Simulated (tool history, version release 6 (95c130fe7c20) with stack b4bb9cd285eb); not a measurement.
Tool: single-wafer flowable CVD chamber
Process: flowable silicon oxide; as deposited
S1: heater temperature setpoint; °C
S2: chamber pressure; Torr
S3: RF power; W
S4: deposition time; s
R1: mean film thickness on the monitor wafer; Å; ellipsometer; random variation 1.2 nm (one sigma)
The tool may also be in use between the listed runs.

Run 1, hour 0: S1 100 °C, S2 0.851 Torr, S3 2460 W, S4 715 s. Result: R1 5020.5 Å.
Run 2, hour 3.1: S1 100 °C, S2 0.851 Torr, S3 2460 W, S4 678 s. Result: R1 4823.4 Å.
Run 3, hour 12: S1 100 °C, S2 0.851 Torr, S3 2460 W, S4 678 s. Result: R1 4783.9 Å.
Run 4, hour 19.1: S1 102 °C, S2 0.851 Torr, S3 2460 W, S4 678 s. Result: R1 4495.7 Å.
Run 5, hour 22.1: S1 104 °C, S2 0.851 Torr, S3 2460 W, S4 678 s. Result: R1 4214 Å.
Run 6, hour 28.1: S1 105 °C, S2 0.851 Torr, S3 2460 W, S4 678 s. Result: R1 4091.6 Å.
Run 7, hour 37: S1 106 °C, S2 0.851 Torr, S3 2460 W, S4 678 s. Result: R1 3957 Å.

Forecast run 8:
Run 8, hour 41.6: S1 107 °C, S2 0.851 Torr, S3 2460 W, S4 678 s. Result: R1 ?.

R1: 3874.2 Å
